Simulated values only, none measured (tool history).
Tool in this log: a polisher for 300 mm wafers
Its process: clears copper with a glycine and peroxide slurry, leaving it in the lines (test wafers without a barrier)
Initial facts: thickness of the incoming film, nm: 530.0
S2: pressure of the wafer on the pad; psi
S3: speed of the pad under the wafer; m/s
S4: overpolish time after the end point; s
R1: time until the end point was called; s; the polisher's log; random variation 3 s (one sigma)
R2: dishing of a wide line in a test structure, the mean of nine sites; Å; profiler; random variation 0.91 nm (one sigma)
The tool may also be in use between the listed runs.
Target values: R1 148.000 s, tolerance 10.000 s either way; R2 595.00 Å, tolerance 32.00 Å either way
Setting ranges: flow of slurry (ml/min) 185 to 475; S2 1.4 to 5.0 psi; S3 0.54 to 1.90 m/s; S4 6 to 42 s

run 1 day=0.000 | flow_of_slurry_(ml/min)=305 S2=3.2 S3=1.22 S4=21 | R1=90.578 R2=737.32
run 2 day=0.354 | flow_of_slurry_(ml/min)=305 S2=2.9 S3=1.20 S4=22 | R1=95.874 R2=722.33
run 3 day=0.608 | flow_of_slurry_(ml/min)=305 S2=2.7 S3=1.16 S4=23 | R1=105.240 R2=677.92
run 4 day=0.671 | flow_of_slurry_(ml/min)=305 S2=2.5 S3=1.14 S4=24 | R1=108.240 R2=662.81
-- day=0.979 worn pad replaced by a new one
run 5 day=0.979 | flow_of_slurry_(ml/min)=305 S2=2.8 S3=1.14 S4=24 | R1=89.910 R2=770.31
run 6 day=1.212 | flow_of_slurry_(ml/min)=245 S2=2.8 S3=1.14 S4=24 | R1=92.729 R2=740.67
run 7 day=1.550 | flow_of_slurry_(ml/min)=270 S2=2.6 S3=1.12 S4=25 | R1=101.440 R2=777.98
run 8 day=1.696 | flow_of_slurry_(ml/min)=230 S2=1.7 S3=1.02 S4=23 | R1=147.020 R2=535.04
run 9 day=1.792 | flow_of_slurry_(ml/min)=230 S2=1.7 S3=1.02 S4=24 | R1=145.820 R2=543.41

Which single option among these 4 for the next run brings every result within its allowed miss of target? Just one does.
run A day=1.888 | flow_of_slurry_(ml/min)=185 S2=1.9 S3=1.02 S4=22 | R1=? R2=?
run B day=1.888 | flow_of_slurry_(ml/min)=190 S2=2.0 S3=0.96 S4=19 | R1=? R2=?
run C day=1.888 | flow_of_slurry_(ml/min)=250 S2=1.9 S3=0.86 S4=19 | R1=? R2=?
run D day=1.888 | flow_of_slurry_(ml/min)=295 S2=1.5 S3=1.08 S4=28 | R1=? R2=?

move=A R1=138.490 R2=523.51
move=B R1=139.230 R2=467.97
move=C R1=148.940 R2=443.95
move=D R1=144.290 R2=593.67
A: further off than the last run
B: further off than the last run
C: further off than the last run
D: every result lands within tolerance
Answer: D
